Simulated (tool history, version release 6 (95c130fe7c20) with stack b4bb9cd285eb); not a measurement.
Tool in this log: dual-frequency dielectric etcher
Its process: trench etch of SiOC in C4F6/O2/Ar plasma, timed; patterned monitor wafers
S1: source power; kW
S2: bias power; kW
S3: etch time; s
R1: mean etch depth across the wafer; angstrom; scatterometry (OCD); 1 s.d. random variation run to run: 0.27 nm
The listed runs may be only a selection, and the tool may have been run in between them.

Run 1, hour 0: S1 0.46 kW, S2 0.185 kW, S3 30 s. Result: R1 673.71 angstrom.
Run 2, hour 2.5: S1 0.46 kW, S2 0.185 kW, S3 30 s. Result: R1 674.83 angstrom.
Run 3, hour 4: S1 0.45 kW, S2 0.184 kW, S3 30 s. Result: R1 669.43 angstrom.
Run 4, hour 6.9: S1 0.44 kW, S2 0.184 kW, S3 30 s. Result: R1 659.59 angstrom.
Run 5, hour 11.9: S1 0.44 kW, S2 0.212 kW, S3 30 s. Result: R1 687.58 angstrom.
Run 6, hour 14: S1 0.44 kW, S2 0.212 kW, S3 30 s. Result: R1 688.47 angstrom.
Run 7, hour 21.1: S1 0.43 kW, S2 0.211 kW, S3 30 s. Result: R1 676.53 angstrom.
Run 8, hour 27: S1 0.42 kW, S2 0.211 kW, S3 30 s. Result: R1 671.2 angstrom.
Run 9, hour 31.2: S1 0.41 kW, S2 0.211 kW, S3 30 s. Result: R1 669.56 angstrom.
Run 10, hour 36.9: S1 0.4 kW, S2 0.21 kW, S3 30 s. Result: R1 663.33 angstrom.

Predict the results of run 11:
Run 11, hour 41.6: S1 0.4 kW, S2 0.21 kW, S3 30 s. Result: R1 ?.

{"run 11": {"R1": 661.21}}
